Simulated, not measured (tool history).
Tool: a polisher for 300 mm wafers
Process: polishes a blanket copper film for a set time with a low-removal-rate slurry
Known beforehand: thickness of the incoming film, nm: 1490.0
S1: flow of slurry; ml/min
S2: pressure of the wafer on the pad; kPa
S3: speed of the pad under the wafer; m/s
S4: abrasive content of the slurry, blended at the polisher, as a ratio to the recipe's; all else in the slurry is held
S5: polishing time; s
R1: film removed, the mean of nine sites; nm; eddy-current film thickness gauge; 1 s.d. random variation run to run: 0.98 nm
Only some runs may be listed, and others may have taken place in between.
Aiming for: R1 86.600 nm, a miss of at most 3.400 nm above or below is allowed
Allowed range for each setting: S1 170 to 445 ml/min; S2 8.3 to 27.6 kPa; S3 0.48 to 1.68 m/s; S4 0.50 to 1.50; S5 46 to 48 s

run,hour,S1,S2,S3,S4,S5,R1
1,0.0,285,17.9,1.08,1.00,46,104.910
2,3.4,285,17.2,1.08,1.00,46,98.425
3,6.7,285,16.5,1.08,1.00,46,95.652
4,13.1,285,16.5,1.08,1.00,46,96.495
5,14.6,285,16.5,1.26,1.00,46,114.300
6,16.3,285,16.5,1.26,0.80,46,107.040
7,18.1,285,15.9,1.26,0.80,46,100.390
8,21.9,285,15.2,1.26,0.80,46,96.773
9,25.4,285,14.5,1.26,0.80,46,92.482

Pick the move, out of 5, that brings all results within their allowed miss; only one does.
A,28.9,315,15.9,1.18,0.65,48,?
B,28.9,255,13.8,1.22,0.70,46,?
C,28.9,250,13.8,1.12,0.80,46,?
D,28.9,295,16.5,1.04,0.60,46,?
E,28.9,300,15.2,1.10,0.85,46,?

move,R1
A,93.450
B,80.757
C,76.951
D,80.144
E,85.978
A: its largest miss is bigger than the last run's
B: takes the result that was furthest off past its target
C: takes the result that was furthest off past its target
D: takes the result that was furthest off past its target
E: hits every target within its allowed miss
The move that meets every target is E.
